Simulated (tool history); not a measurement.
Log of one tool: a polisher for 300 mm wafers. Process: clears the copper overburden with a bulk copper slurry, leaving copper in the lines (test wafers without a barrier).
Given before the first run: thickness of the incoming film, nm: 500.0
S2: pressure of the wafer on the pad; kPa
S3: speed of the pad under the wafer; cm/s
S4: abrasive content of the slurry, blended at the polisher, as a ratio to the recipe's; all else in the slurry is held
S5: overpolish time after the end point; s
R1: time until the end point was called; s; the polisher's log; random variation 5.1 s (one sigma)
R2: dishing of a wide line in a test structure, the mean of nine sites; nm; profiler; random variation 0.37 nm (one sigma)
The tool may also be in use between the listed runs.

{"run": 1, "day": 0.0, "flow of slurry (ml/min)": 255, "S2": 13.1, "S3": 86, "S4": 1.0, "S5": 21, "R1": 105.78, "R2": 25.675}
{"run": 2, "day": 0.071, "flow of slurry (ml/min)": 255, "S2": 12.4, "S3": 80, "S4": 1.0, "S5": 21, "R1": 120.57, "R2": 25.683}
{"run": 3, "day": 0.396, "flow of slurry (ml/min)": 255, "S2": 11.7, "S3": 76, "S4": 1.0, "S5": 19, "R1": 128.37, "R2": 22.842}
{"run": 4, "day": 0.675, "flow of slurry (ml/min)": 255, "S2": 11.7, "S3": 76, "S4": 1.2, "S5": 19, "R1": 134.65, "R2": 24.094}
{"run": 5, "day": 0.892, "flow of slurry (ml/min)": 255, "S2": 11.7, "S3": 76, "S4": 1.4, "S5": 19, "R1": 129.02, "R2": 24.296}
{"run": 6, "day": 1.204, "flow of slurry (ml/min)": 255, "S2": 11.0, "S3": 70, "S4": 1.4, "S5": 20, "R1": 144.89, "R2": 23.323}

Run 7 comes next. What will it give?
{"run": 7, "day": 1.338, "flow of slurry (ml/min)": 255, "S2": 11.0, "S3": 70, "S4": 1.4, "S5": 20, "R1": "?", "R2": "?"}

R1: 142.11 s
R2: 23.077 nm

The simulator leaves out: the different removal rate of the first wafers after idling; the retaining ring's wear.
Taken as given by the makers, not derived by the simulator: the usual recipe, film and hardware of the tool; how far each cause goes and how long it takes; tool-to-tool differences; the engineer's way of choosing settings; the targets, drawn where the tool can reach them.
